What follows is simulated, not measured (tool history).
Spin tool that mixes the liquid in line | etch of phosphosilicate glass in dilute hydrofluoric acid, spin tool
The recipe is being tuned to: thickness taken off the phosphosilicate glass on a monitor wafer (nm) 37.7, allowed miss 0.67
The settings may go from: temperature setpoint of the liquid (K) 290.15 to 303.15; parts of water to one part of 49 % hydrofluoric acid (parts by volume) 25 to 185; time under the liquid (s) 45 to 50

run	day	temperature setpoint of the liquid (K)	parts of water to one part of 49 % hydrofluoric acid (parts by volume)	time under the liquid (s)	thickness taken off the phosphosilicate glass on a monitor wafer (nm)
1	0	295.15	105	45	44.102
2	0.25	295.15	70	45	68.987
3	0.575	296.65	70	45	73.825
4	0.742	295.15	75	45	63.91
5	0.896	295.15	75	50	71.787
6	0.983	295.15	60	50	90.339
7	1.325	294.15	70	50	73.915
8	1.492	294.15	70	50	73.364
9	1.596	293.15	80	50	60.424

Which of these 5 next moves meets every target?
A	1.7	293.65	45	50	?
B	1.7	293.65	125	50	?
C	1.7	293.65	110	50	?
D	1.7	294.15	70	50	?
E	1.7	297.15	110	50	?

move	thickness taken off the phosphosilicate glass on a monitor wafer (nm)
A	114.95
B	37.724
C	43.582
D	73.211
E	50.126
A: its largest miss is bigger than the last run's
B: every result lands within tolerance
C: gains on the last run, yet a result remains outside its allowed miss
D: its largest miss is bigger than the last run's
E: gains on the last run, yet a result remains outside its allowed miss
The right move is B.
